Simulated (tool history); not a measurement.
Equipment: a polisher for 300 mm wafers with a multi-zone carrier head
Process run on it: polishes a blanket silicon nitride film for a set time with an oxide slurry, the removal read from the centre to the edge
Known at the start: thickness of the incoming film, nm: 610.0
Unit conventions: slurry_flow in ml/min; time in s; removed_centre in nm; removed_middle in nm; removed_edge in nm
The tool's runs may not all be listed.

{"run": 1, "day": 0.0, "slurry_flow": 175, "centre_zone": 1, "middle_zone": 1, "edge_zone": 1, "slurry_solids": 1, "time": 77, "removed_centre": 45.636, "removed_middle": 46.287, "removed_edge": 46.202}
{"run": 2, "day": 0.217, "slurry_flow": 175, "centre_zone": 1, "middle_zone": 1, "edge_zone": 1, "slurry_solids": 0.85, "time": 77, "removed_centre": 41.878, "removed_middle": 43.019, "removed_edge": 43.804}
{"run": 3, "day": 0.296, "slurry_flow": 175, "centre_zone": 1, "middle_zone": 1, "edge_zone": 1, "slurry_solids": 0.85, "time": 69, "removed_centre": 38.028, "removed_middle": 39.721, "removed_edge": 38.938}
{"run": 4, "day": 0.554, "slurry_flow": 175, "centre_zone": 1, "middle_zone": 1.08, "edge_zone": 1, "slurry_solids": 0.85, "time": 69, "removed_centre": 38.834, "removed_middle": 41.72, "removed_edge": 38.626}
{"run": 5, "day": 0.838, "slurry_flow": 165, "centre_zone": 0.99, "middle_zone": 1.05, "edge_zone": 1, "slurry_solids": 0.85, "time": 69, "removed_centre": 38.117, "removed_middle": 40.833, "removed_edge": 39.032}
{"run": 6, "day": 0.938, "slurry_flow": 165, "centre_zone": 0.97, "middle_zone": 1.02, "edge_zone": 1, "slurry_solids": 0.85, "time": 69, "removed_centre": 37.104, "removed_middle": 39.504, "removed_edge": 38.797}
{"run": 7, "day": 1.208, "slurry_flow": 160, "centre_zone": 0.95, "middle_zone": 1, "edge_zone": 1, "slurry_solids": 0.85, "time": 69, "removed_centre": 35.725, "removed_middle": 39.25, "removed_edge": 38.579}
{"run": 8, "day": 1.25, "slurry_flow": 155, "centre_zone": 0.94, "middle_zone": 0.98, "edge_zone": 1, "slurry_solids": 0.85, "time": 69, "removed_centre": 36.269, "removed_middle": 38.111, "removed_edge": 38.97}
{"run": 9, "day": 1.321, "slurry_flow": 155, "centre_zone": 0.92, "middle_zone": 0.97, "edge_zone": 1, "slurry_solids": 0.85, "time": 69, "removed_centre": 35.469, "removed_middle": 38.315, "removed_edge": 38.599}

Run 10 comes next. What will it give?
{"run": 10, "day": 1.662, "slurry_flow": 150, "centre_zone": 0.91, "middle_zone": 0.96, "edge_zone": 1.01, "slurry_solids": 0.85, "time": 69, "removed_centre": "?", "removed_middle": "?", "removed_edge": "?"}

removed_centre: 34.904 nm
removed_middle: 37.898 nm
removed_edge: 38.238 nm
